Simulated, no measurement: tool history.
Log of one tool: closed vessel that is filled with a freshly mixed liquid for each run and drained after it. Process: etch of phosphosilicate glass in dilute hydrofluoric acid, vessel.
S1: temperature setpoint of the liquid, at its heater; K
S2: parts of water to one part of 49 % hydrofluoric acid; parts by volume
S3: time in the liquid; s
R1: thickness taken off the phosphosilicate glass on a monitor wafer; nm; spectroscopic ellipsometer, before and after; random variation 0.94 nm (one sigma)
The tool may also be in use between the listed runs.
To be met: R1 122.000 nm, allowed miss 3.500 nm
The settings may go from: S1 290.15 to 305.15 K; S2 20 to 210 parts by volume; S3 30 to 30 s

Run 1, hour 0.0: S1 297.15 K, S2 115 parts by volume, S3 30 s. Result: R1 34.275 nm.
Run 2, hour 6.1: S1 297.15 K, S2 135 parts by volume, S3 30 s. Result: R1 28.762 nm.
Run 3, hour 14.3: S1 297.15 K, S2 170 parts by volume, S3 30 s. Result: R1 21.857 nm.
Run 4, hour 17.7: S1 297.15 K, S2 135 parts by volume, S3 30 s. Result: R1 28.785 nm.
Run 5, hour 24.3: S1 297.15 K, S2 150 parts by volume, S3 30 s. Result: R1 25.288 nm.
Run 6, hour 30.6: S1 299.15 K, S2 115 parts by volume, S3 30 s. Result: R1 37.309 nm.
Run 7, hour 32.6: S1 300.65 K, S2 90 parts by volume, S3 30 s. Result: R1 51.812 nm.
Run 8, hour 37.8: S1 304.65 K, S2 40 parts by volume, S3 30 s. Result: R1 147.140 nm.
Run 9, hour 38.6: S1 304.15 K, S2 40 parts by volume, S3 30 s. Result: R1 143.950 nm.
Run 10, hour 45.7: S1 303.65 K, S2 40 parts by volume, S3 30 s. Result: R1 138.850 nm.
Run 11, hour 51.1: S1 300.65 K, S2 40 parts by volume, S3 30 s. Result: R1 125.820 nm.

4 next moves are on the table. One of them brings every result within its allowed miss. Which?
Run A, hour 56.5: S1 301.15 K, S2 40 parts by volume, S3 30 s. Result: R1 ?.
Run B, hour 56.5: S1 301.65 K, S2 40 parts by volume, S3 30 s. Result: R1 ?.
Run C, hour 56.5: S1 305.15 K, S2 45 parts by volume, S3 30 s. Result: R1 ?.
Run D, hour 56.5: S1 299.65 K, S2 40 parts by volume, S3 30 s. Result: R1 ?.

move       R1
   A  129.480
   B  132.110
   C  133.770
   D  121.860
A: further off than the last run
B: further off than the last run
C: further off than the last run
D: meets every target
The right move is D.
